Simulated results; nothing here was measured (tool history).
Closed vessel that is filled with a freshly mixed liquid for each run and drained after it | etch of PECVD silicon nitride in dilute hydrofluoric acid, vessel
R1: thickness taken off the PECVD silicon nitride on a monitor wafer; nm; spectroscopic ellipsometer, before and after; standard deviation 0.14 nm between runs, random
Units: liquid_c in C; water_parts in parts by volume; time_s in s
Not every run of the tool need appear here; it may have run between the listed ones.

run 1 hour=0.0 | liquid_c=23.0 water_parts=40 time_s=460 | R1=60.624
run 2 hour=7.1 | liquid_c=23.0 water_parts=30 time_s=460 | R1=80.180
run 3 hour=11.3 | liquid_c=23.0 water_parts=40 time_s=460 | R1=60.450
run 4 hour=15.7 | liquid_c=21.5 water_parts=45 time_s=460 | R1=48.237
run 5 hour=23.7 | liquid_c=20.0 water_parts=45 time_s=460 | R1=43.713
run 6 hour=27.8 | liquid_c=20.0 water_parts=45 time_s=460 | R1=43.587
run 7 hour=34.4 | liquid_c=19.5 water_parts=45 time_s=460 | R1=42.452
run 8 hour=42.6 | liquid_c=19.0 water_parts=45 time_s=460 | R1=40.607
run 9 hour=46.7 | liquid_c=18.5 water_parts=45 time_s=460 | R1=39.467
run 10 hour=52.3 | liquid_c=18.0 water_parts=45 time_s=460 | R1=38.120

Estimate the outcome of run 11 from the log above:
run 11 hour=57.4 | liquid_c=17.5 water_parts=50 time_s=460 | R1=?

{"run 11": {"R1": 33.263}}
